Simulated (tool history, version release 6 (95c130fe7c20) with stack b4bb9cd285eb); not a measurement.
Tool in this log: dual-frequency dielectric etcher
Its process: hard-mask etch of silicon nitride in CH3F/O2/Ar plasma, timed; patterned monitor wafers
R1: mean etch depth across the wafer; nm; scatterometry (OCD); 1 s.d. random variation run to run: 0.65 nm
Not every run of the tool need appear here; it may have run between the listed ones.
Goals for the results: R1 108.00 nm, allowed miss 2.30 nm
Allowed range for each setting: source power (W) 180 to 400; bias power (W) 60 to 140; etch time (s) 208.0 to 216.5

Run 1, hour 0.0: source power (W) 290, bias power (W) 100, etch time (s) 208.0. Result: R1 133.01 nm.
Run 2, hour 6.3: source power (W) 270, bias power (W) 96, etch time (s) 208.0. Result: R1 125.25 nm.
Run 3, hour 7.4: source power (W) 270, bias power (W) 96, etch time (s) 208.0. Result: R1 126.63 nm.
Run 4, hour 14.3: source power (W) 260, bias power (W) 94, etch time (s) 208.0. Result: R1 123.03 nm.
Run 5, hour 20.6: source power (W) 260, bias power (W) 94, etch time (s) 208.0. Result: R1 121.96 nm.
Run 6, hour 26.9: source power (W) 250, bias power (W) 93, etch time (s) 208.0. Result: R1 119.73 nm.
Run 7, hour 29.5: source power (W) 240, bias power (W) 93, etch time (s) 208.0. Result: R1 117.26 nm.
Run 8, hour 35.0: source power (W) 230, bias power (W) 93, etch time (s) 208.0. Result: R1 115.70 nm.
Run 9, hour 40.5: source power (W) 220, bias power (W) 93, etch time (s) 208.0. Result: R1 112.54 nm.
Run 10, hour 48.9: source power (W) 210, bias power (W) 92, etch time (s) 208.0. Result: R1 110.85 nm.

Which of these 5 next moves meets every target?
Run A, hour 57.3: source power (W) 260, bias power (W) 81, etch time (s) 215.5. Result: R1 ?.
Run B, hour 57.3: source power (W) 220, bias power (W) 91, etch time (s) 211.0. Result: R1 ?.
Run C, hour 57.3: source power (W) 230, bias power (W) 91, etch time (s) 208.0. Result: R1 ?.
Run D, hour 57.3: source power (W) 190, bias power (W) 90, etch time (s) 216.0. Result: R1 ?.
Run E, hour 57.3: source power (W) 200, bias power (W) 96, etch time (s) 210.5. Result: R1 ?.

move      R1
   A  116.16
   B  114.24
   C  114.75
   D  109.08
   E  113.18
A: the biggest miss grows against the last run
B: the biggest miss grows against the last run
C: the biggest miss grows against the last run
D: each result inside its tolerance
E: the biggest miss grows against the last run
So the answer is move D, the one that meets all the targets.

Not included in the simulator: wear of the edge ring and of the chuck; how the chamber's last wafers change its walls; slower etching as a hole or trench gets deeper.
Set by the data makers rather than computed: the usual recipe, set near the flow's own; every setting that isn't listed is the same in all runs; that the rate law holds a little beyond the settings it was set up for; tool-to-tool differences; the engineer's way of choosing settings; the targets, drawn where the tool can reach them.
